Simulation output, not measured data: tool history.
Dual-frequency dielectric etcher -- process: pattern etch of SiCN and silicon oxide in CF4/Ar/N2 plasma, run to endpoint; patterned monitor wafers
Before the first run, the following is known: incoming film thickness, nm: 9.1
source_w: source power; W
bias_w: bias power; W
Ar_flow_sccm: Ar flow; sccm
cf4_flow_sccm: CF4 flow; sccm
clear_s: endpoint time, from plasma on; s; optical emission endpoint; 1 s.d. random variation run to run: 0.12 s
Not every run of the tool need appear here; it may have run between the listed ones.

| run | day | source_w | bias_w | Ar_flow_sccm | cf4_flow_sccm | clear_s |
|---|---|---|---|---|---|---|
| 1 | 0 | 390 | 84 | 104 | 79 | 11.758 |
| 2 | 0.221 | 390 | 84 | 104 | 93 | 11.606 |
| 3 | 0.379 | 380 | 84 | 104 | 93 | 11.575 |
| 4 | 0.504 | 360 | 83 | 104 | 93 | 12.423 |
| 5 | 0.596 | 350 | 83 | 104 | 93 | 12.741 |
| 6 | 0.742 | 340 | 83 | 104 | 93 | 13.181 |

What will run 7 give?
| 7 | 1.108 | 330 | 83 | 104 | 93 | ? |

clear_s: 13.704 s

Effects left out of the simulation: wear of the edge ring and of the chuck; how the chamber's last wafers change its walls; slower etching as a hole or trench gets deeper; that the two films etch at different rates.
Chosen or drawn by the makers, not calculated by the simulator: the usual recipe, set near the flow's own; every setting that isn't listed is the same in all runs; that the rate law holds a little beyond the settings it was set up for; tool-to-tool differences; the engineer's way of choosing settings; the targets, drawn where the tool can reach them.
